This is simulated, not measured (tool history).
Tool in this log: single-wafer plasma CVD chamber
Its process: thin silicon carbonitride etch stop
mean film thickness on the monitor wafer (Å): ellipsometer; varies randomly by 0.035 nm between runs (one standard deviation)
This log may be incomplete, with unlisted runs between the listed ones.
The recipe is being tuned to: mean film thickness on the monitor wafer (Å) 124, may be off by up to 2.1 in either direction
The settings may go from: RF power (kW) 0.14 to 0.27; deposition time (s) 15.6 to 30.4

| run | day | RF power (kW) | deposition time (s) | mean film thickness on the monitor wafer (Å) |
|---|---|---|---|---|
| 1 | 0 | 0.205 | 23 | 138.95 |
| 2 | 0.05 | 0.205 | 25.5 | 153.3 |
| 3 | 0.279 | 0.185 | 25.5 | 146.06 |
| 4 | 0.342 | 0.185 | 27.8 | 159.71 |
| 5 | 0.588 | 0.175 | 26.8 | 149.2 |
| 6 | 0.654 | 0.165 | 26.2 | 142.17 |
| 7 | 0.996 | 0.16 | 25.7 | 136.69 |
| 8 | 1.208 | 0.155 | 25.4 | 133.25 |

Below are 4 possible settings for the next run. Only one of them brings all results inside the allowed miss of their targets. Which is it?
| A | 1.421 | 0.14 | 25.9 | ? |
| B | 1.421 | 0.16 | 24.5 | ? |
| C | 1.421 | 0.165 | 24 | ? |
| D | 1.421 | 0.14 | 25.1 | ? |

| move | mean film thickness on the monitor wafer (Å) |
|---|---|
| A | 128.39 |
| B | 130.76 |
| C | 130.15 |
| D | 124.42 |
A: closes in on the targets versus the last run, not all within tolerance yet
B: closes in on the targets versus the last run, not all within tolerance yet
C: closes in on the targets versus the last run, not all within tolerance yet
D: each result inside its tolerance
The move that meets every target is D.

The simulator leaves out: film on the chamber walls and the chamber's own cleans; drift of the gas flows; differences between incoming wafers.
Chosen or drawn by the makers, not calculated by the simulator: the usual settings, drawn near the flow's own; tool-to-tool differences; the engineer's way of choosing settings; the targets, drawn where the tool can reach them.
